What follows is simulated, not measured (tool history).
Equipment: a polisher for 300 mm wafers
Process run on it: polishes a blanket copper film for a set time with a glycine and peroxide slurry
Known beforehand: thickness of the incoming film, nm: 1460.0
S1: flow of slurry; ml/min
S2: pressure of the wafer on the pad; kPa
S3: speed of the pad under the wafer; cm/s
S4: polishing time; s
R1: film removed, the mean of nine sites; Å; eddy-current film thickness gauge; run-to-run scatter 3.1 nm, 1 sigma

run 1 hour=0 | S1=230 S2=17.2 S3=120 S4=52 | R1=3622.3
run 2 hour=8.3 | S1=230 S2=13.8 S3=120 S4=52 | R1=2993
run 3 hour=14.6 | S1=230 S2=13.1 S3=120 S4=52 | R1=2874.5
run 4 hour=15.3 | S1=230 S2=12.4 S3=120 S4=52 | R1=2814.1
run 5 hour=18.9 | S1=230 S2=10.3 S3=120 S4=52 | R1=2433.2
run 6 hour=25.8 | S1=230 S2=10.3 S3=142 S4=52 | R1=2659.7

Run 7 comes next. What will it give?
run 7 hour=29.9 | S1=230 S2=10.3 S3=140 S4=52 | R1=?

R1: 2635.4 Å
